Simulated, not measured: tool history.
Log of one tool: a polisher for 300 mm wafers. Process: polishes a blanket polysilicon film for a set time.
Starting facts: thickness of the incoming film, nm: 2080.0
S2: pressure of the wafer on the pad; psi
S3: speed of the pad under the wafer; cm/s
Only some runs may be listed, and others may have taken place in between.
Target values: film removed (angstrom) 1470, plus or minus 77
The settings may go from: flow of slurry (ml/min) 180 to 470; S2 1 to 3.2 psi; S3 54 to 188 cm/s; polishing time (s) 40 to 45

{"run": 1, "day": 0.0, "flow of slurry (ml/min)": 300, "S2": 2.1, "S3": 120, "polishing time (s)": 45, "film removed (angstrom)": 3397}
{"run": 2, "day": 0.192, "flow of slurry (ml/min)": 300, "S2": 1.8, "S3": 110, "polishing time (s)": 44, "film removed (angstrom)": 2622.9}
{"run": 3, "day": 0.354, "flow of slurry (ml/min)": 300, "S2": 1.6, "S3": 104, "polishing time (s)": 44, "film removed (angstrom)": 2153.3}
{"run": 4, "day": 0.392, "flow of slurry (ml/min)": 300, "S2": 1.6, "S3": 104, "polishing time (s)": 40, "film removed (angstrom)": 1958.3}
{"run": 5, "day": 0.446, "flow of slurry (ml/min)": 300, "S2": 1.5, "S3": 104, "polishing time (s)": 40, "film removed (angstrom)": 1861.2}
{"run": 6, "day": 0.483, "flow of slurry (ml/min)": 300, "S2": 1.5, "S3": 104, "polishing time (s)": 45, "film removed (angstrom)": 2111.5}
{"run": 7, "day": 0.608, "flow of slurry (ml/min)": 300, "S2": 1.5, "S3": 104, "polishing time (s)": 45, "film removed (angstrom)": 2070.1}
{"run": 8, "day": 0.792, "flow of slurry (ml/min)": 300, "S2": 1.4, "S3": 102, "polishing time (s)": 45, "film removed (angstrom)": 1871}
{"run": 9, "day": 1.079, "flow of slurry (ml/min)": 300, "S2": 1.3, "S3": 102, "polishing time (s)": 45, "film removed (angstrom)": 1809.8}
{"run": 10, "day": 1.171, "flow of slurry (ml/min)": 300, "S2": 1.2, "S3": 100, "polishing time (s)": 45, "film removed (angstrom)": 1588.6}

Exactly one of the 5 candidate moves below puts every result within its allowed miss. Which one?
{"run": "A", "day": 1.262, "flow of slurry (ml/min)": 380, "S2": 1.2, "S3": 104, "polishing time (s)": 45, "film removed (angstrom)": "?"}
{"run": "B", "day": 1.262, "flow of slurry (ml/min)": 195, "S2": 1.3, "S3": 116, "polishing time (s)": 40, "film removed (angstrom)": "?"}
{"run": "C", "day": 1.262, "flow of slurry (ml/min)": 330, "S2": 1.4, "S3": 80, "polishing time (s)": 44, "film removed (angstrom)": "?"}
{"run": "D", "day": 1.262, "flow of slurry (ml/min)": 350, "S2": 1.2, "S3": 106, "polishing time (s)": 44, "film removed (angstrom)": "?"}
{"run": "E", "day": 1.262, "flow of slurry (ml/min)": 215, "S2": 1, "S3": 104, "polishing time (s)": 44, "film removed (angstrom)": "?"}

move=A film_removed_(angstrom)=1698.3
move=B film_removed_(angstrom)=1707.7
move=C film_removed_(angstrom)=1479.7
move=D film_removed_(angstrom)=1681.8
move=E film_removed_(angstrom)=1332.5
A: moves away from the targets compared with the last run
B: moves away from the targets compared with the last run
C: all results land within tolerance of their targets
D: moves away from the targets compared with the last run
E: takes the biggest miss from the last run beyond its target
Move C is the one to make.
